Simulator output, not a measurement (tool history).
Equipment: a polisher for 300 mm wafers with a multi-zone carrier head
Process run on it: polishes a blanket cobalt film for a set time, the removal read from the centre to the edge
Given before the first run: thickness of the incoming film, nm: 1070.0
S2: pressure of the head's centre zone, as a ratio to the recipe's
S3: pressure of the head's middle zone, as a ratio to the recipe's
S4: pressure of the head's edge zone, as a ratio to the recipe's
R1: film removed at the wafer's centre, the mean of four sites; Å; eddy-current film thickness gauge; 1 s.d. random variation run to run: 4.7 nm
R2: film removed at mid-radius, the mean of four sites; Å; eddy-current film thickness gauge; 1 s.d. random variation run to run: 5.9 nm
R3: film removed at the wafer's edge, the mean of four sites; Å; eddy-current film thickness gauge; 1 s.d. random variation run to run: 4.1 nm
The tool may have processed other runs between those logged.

run 1 hour=0 | flow_of_slurry_(ml/min)=160 S2=1 S3=1 S4=1 polishing_time_(s)=56 | R1=3571.7 R2=3462.6 R3=3651.9
run 2 hour=3.6 | flow_of_slurry_(ml/min)=160 S2=1 S3=1 S4=0.96 polishing_time_(s)=56 | R1=3602.3 R2=3478 R3=3576.4
run 3 hour=4.8 | flow_of_slurry_(ml/min)=160 S2=1 S3=1 S4=0.96 polishing_time_(s)=50 | R1=3205.6 R2=3124 R3=3222.8
run 4 hour=8 | flow_of_slurry_(ml/min)=165 S2=0.99 S3=1.02 S4=0.99 polishing_time_(s)=52 | R1=3338.4 R2=3275.1 R3=3402.4
run 5 hour=15.1 | flow_of_slurry_(ml/min)=165 S2=0.99 S3=1.02 S4=1.02 polishing_time_(s)=52 | R1=3209.9 R2=3327.4 R3=3415.4
run 6 hour=18.9 | flow_of_slurry_(ml/min)=170 S2=0.99 S3=1.03 S4=1.04 polishing_time_(s)=53 | R1=3283.8 R2=3337.3 R3=3578.2
run 7 hour=20.5 | flow_of_slurry_(ml/min)=170 S2=0.99 S3=1.03 S4=1.04 polishing_time_(s)=53 | R1=3408.6 R2=3328.8 R3=3491.5
run 8 hour=24.2 | flow_of_slurry_(ml/min)=170 S2=0.97 S3=1.04 S4=1.04 polishing_time_(s)=55 | R1=3447.5 R2=3493.2 R3=3685.4

For run 9, what comes out?
run 9 hour=26.5 | flow_of_slurry_(ml/min)=170 S2=0.95 S3=1.06 S4=1.04 polishing_time_(s)=56 | R1=? R2=? R3=?

{"run 9": {"R1": 3396.7, "R2": 3659.1, "R3": 3795}}
